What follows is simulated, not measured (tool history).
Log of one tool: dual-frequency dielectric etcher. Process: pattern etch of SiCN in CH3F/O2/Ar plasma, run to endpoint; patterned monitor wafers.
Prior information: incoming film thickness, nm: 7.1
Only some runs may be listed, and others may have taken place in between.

run	day	source power (kW)	bias power (kW)	endpoint time (s)
1	0	0.37	0.076	18.954
2	0.188	0.43	0.076	18.008
3	0.238	0.38	0.076	18.78
4	0.292	0.33	0.067	20.979
5	0.517	0.29	0.067	21.877
6	0.542	0.27	0.065	22.829
7	0.725	0.26	0.064	23.293
8	0.758	0.26	0.064	23.502

What does the tool deliver on the next run?
9	0.971	0.25	0.064	?

endpoint time (s): 23.621
